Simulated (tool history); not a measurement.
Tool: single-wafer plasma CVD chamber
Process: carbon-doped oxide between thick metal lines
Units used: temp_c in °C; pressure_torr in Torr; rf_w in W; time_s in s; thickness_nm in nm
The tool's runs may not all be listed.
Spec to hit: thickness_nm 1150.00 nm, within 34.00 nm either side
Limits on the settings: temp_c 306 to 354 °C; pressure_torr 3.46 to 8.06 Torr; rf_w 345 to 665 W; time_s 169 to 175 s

run,hour,temp_c,pressure_torr,rf_w,time_s,thickness_nm
1,0.0,330,5.76,505,169,967.12
2,2.6,330,5.76,555,169,1020.70
3,7.0,330,5.76,515,169,976.58
4,8.6,330,5.76,450,169,909.52
5,13.5,330,5.76,450,169,907.28
6,17.4,330,5.76,490,169,951.21
7,21.2,325,6.36,570,174,1085.00
8,28.0,324,6.37,585,174,1108.70

Which one of the following 4 next-run settings gets every result inside its allowed miss? There is exactly one.
A,34.8,332,5.91,565,175,?
B,34.8,322,6.22,605,175,?
C,34.8,326,7.20,605,169,?
D,34.8,316,6.14,565,169,?

move,thickness_nm
A,1064.90
B,1143.20
C,1104.30
D,1082.40
A: its largest miss is bigger than the last run's
B: every result within its allowed miss
C: its largest miss is bigger than the last run's
D: its largest miss is bigger than the last run's
B is the move that brings every result within its allowed miss.
